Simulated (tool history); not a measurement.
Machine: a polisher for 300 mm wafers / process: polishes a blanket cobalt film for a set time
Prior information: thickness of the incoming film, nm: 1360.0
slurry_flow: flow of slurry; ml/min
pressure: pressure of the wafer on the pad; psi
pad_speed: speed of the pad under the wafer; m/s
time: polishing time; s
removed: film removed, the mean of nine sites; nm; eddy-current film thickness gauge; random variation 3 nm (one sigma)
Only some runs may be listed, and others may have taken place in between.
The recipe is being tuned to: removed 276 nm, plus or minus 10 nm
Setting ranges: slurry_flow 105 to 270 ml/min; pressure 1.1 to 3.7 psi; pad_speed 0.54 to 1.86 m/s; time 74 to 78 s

Run 1, hour 0: slurry_flow 175 ml/min, pressure 2.4 psi, pad_speed 1.18 m/s, time 74 s. Result: removed 504.5 nm.
Run 2, hour 8.6: slurry_flow 195 ml/min, pressure 2.4 psi, pad_speed 1.18 m/s, time 74 s. Result: removed 505.64 nm.
Run 3, hour 17.3: slurry_flow 195 ml/min, pressure 2 psi, pad_speed 1.14 m/s, time 74 s. Result: removed 422.45 nm.
Run 4, hour 25.3: slurry_flow 195 ml/min, pressure 2 psi, pad_speed 1.14 m/s, time 78 s. Result: removed 434.35 nm.
Run 5, hour 33.2: slurry_flow 195 ml/min, pressure 1.7 psi, pad_speed 1.12 m/s, time 78 s. Result: removed 368.78 nm.
Run 6, hour 35.1: slurry_flow 190 ml/min, pressure 1.5 psi, pad_speed 1.12 m/s, time 78 s. Result: removed 324.18 nm.
Run 7, hour 43.6: slurry_flow 175 ml/min, pressure 1.4 psi, pad_speed 1.12 m/s, time 78 s. Result: removed 297.28 nm.
Run 8, hour 46.2: slurry_flow 165 ml/min, pressure 1.4 psi, pad_speed 1.12 m/s, time 78 s. Result: removed 297.11 nm.
Run 9, hour 54.8: slurry_flow 155 ml/min, pressure 1.4 psi, pad_speed 1.12 m/s, time 78 s. Result: removed 289.43 nm.
Run 10, hour 62.2: slurry_flow 155 ml/min, pressure 1.4 psi, pad_speed 1.12 m/s, time 78 s. Result: removed 299.72 nm.

Which of these 4 next moves meets every target?
Run A, hour 69.6: slurry_flow 165 ml/min, pressure 1.8 psi, pad_speed 1 m/s, time 78 s. Result: removed ?.
Run B, hour 69.6: slurry_flow 145 ml/min, pressure 1.5 psi, pad_speed 1.2 m/s, time 78 s. Result: removed ?.
Run C, hour 69.6: slurry_flow 160 ml/min, pressure 1.5 psi, pad_speed 1.16 m/s, time 76 s. Result: removed ?.
Run D, hour 69.6: slurry_flow 150 ml/min, pressure 1.7 psi, pad_speed 0.86 m/s, time 78 s. Result: removed ?.

move  removed
   A   331.49
   B   324.15
   C   311.45
   D   266.67
A: its largest miss is bigger than the last run's
B: its largest miss is bigger than the last run's
C: its largest miss is bigger than the last run's
D: in spec on every target
So the answer is move D, the one that meets all the targets.
